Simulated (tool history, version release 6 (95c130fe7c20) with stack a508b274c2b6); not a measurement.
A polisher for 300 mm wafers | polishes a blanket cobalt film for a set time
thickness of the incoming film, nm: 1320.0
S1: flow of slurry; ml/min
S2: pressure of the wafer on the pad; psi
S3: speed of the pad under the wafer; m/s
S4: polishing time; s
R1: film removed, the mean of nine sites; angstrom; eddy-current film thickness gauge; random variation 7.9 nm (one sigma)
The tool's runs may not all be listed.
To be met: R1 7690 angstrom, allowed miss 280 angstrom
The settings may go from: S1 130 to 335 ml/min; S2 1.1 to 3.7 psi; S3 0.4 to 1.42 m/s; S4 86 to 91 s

| run | day | S1 | S2 | S3 | S4 | R1 |
|---|---|---|---|---|---|---|
| 1 | 0 | 215 | 2.4 | 0.9 | 86 | 4831.7 |
| 2 | 0.367 | 215 | 2.6 | 0.9 | 86 | 5245 |
| 3 | 0.725 | 215 | 2.8 | 0.9 | 86 | 5600.3 |
| 4 | 1.096 | 215 | 3 | 0.9 | 86 | 6003.5 |
| 5 | 1.171 | 215 | 2.8 | 0.9 | 86 | 5570.2 |
| 6 | 1.338 | 215 | 2.6 | 0.9 | 86 | 5142.8 |
| 7 | 1.504 | 215 | 2.6 | 0.9 | 86 | 5153.4 |
| 8 | 1.667 | 220 | 3.2 | 0.92 | 86 | 6547.1 |
| 9 | 1.917 | 220 | 3.3 | 0.92 | 86 | 6736.4 |

Which of these 5 next moves meets every target?
| A | 2.167 | 205 | 3.7 | 0.9 | 91 | ? |
| B | 2.167 | 195 | 3.7 | 0.84 | 90 | ? |
| C | 2.167 | 220 | 3.2 | 0.88 | 86 | ? |
| D | 2.167 | 215 | 3.3 | 0.92 | 88 | ? |
| E | 2.167 | 220 | 3.7 | 0.72 | 88 | ? |

| move | R1 |
|---|---|
| A | 7569.1 |
| B | 6954.3 |
| C | 6127.1 |
| D | 6726.3 |
| E | 5953.3 |
A: meets every target
B: nearer than the last run, and not there yet
C: further off than the last run
D: as far off as the last run
E: further off than the last run
Answer: A
